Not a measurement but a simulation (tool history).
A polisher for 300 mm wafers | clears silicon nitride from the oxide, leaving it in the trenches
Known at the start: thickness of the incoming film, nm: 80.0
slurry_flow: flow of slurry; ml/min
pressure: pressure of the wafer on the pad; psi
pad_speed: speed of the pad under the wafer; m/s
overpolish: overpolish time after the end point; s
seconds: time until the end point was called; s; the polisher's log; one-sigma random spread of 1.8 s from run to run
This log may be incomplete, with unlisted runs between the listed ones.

run,day,slurry_flow,pressure,pad_speed,overpolish,seconds
1,0,300,2,0.9,5,175.72
2,0.183,270,2,0.9,5,176.24
3,0.454,270,2,1,5,162.44
4,0.642,215,2,1,5,164.91
5,0.729,215,2,1,5,163.83
6,0.804,215,1.9,1,5,171.7

Run 7 has not been measured yet. What should we expect?
7,1.046,215,1.8,1,5,?

{"run 7": {"seconds": 181.26}}
